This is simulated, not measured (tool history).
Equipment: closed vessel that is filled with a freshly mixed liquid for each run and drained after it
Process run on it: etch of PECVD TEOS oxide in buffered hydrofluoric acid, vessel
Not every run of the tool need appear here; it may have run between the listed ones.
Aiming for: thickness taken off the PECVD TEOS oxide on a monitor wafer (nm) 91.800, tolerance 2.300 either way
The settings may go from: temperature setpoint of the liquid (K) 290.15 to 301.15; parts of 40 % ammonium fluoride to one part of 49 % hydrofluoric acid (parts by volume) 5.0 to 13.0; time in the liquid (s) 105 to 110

run    day  temperature setpoint of the liquid (K)  parts of 40 % ammonium fluoride to one part of 49 % hydrofluoric acid (parts by volume)  time in the liquid (s)  thickness taken off the PECVD TEOS oxide on a monitor wafer (nm)
  1  0.000                                  293.15                                                                                      8.0                     105                                                           123.400
  2  0.229                                  293.15                                                                                      7.0                     105                                                           143.190
  3  0.417                                  293.15                                                                                      5.0                     105                                                           189.920
  4  0.612                                  293.15                                                                                      5.0                     110                                                           200.010
  5  0.967                                  292.65                                                                                      6.0                     110                                                           166.450
  6  1.158                                  295.15                                                                                      6.0                     110                                                           191.110
  7  1.229                                  294.15                                                                                      7.0                     110                                                           158.730
  8  1.583                                  293.15                                                                                      7.5                     110                                                           138.560

Pick the move, out of 4, that brings all results within their allowed miss; only one does.
  A  1.938                                  290.15                                                                                      9.0                     105                                                                 ?
  B  1.938                                  297.15                                                                                      6.5                     110                                                                 ?
  C  1.938                                  296.15                                                                                      7.5                     110                                                                 ?
  D  1.938                                  293.65                                                                                      6.5                     110                                                                 ?

move  thickness taken off the PECVD TEOS oxide on a monitor wafer (nm)
   A                                                            91.809
   B                                                           198.950
   C                                                           163.960
   D                                                           164.070
A: in spec on every target
B: lands further from the targets than the last run did
C: lands further from the targets than the last run did
D: lands further from the targets than the last run did
A meets every target.
